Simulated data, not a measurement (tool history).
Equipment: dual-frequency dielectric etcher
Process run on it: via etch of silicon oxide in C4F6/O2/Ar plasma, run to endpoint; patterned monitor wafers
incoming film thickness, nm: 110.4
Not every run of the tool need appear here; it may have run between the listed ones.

Run 1, hour 0: bias power (W) 480, source power (W) 310, Ar flow (sccm) 419. Result: endpoint time (s) 33.96.
Run 2, hour 2.1: bias power (W) 480, source power (W) 310, Ar flow (sccm) 357. Result: endpoint time (s) 33.446.
Run 3, hour 7.3: bias power (W) 480, source power (W) 310, Ar flow (sccm) 432. Result: endpoint time (s) 34.157.
Run 4, hour 13.5: bias power (W) 537, source power (W) 310, Ar flow (sccm) 432. Result: endpoint time (s) 32.785.
Run 5, hour 22.2: bias power (W) 504, source power (W) 310, Ar flow (sccm) 433. Result: endpoint time (s) 33.359.
Run 6, hour 28.9: bias power (W) 475, source power (W) 310, Ar flow (sccm) 433. Result: endpoint time (s) 34.325.
Run 7, hour 29.6: bias power (W) 453, source power (W) 310, Ar flow (sccm) 433. Result: endpoint time (s) 34.906.
Run 8, hour 37.1: bias power (W) 434, source power (W) 310, Ar flow (sccm) 433. Result: endpoint time (s) 34.955.
Run 9, hour 42.6: bias power (W) 338, source power (W) 270, Ar flow (sccm) 443. Result: endpoint time (s) 40.011.

Estimate the outcome of run 10 from the log above:
Run 10, hour 46.8: bias power (W) 343, source power (W) 270, Ar flow (sccm) 443. Result: endpoint time (s) ?.

{"run 10": {"endpoint time (s)": 39.639}}
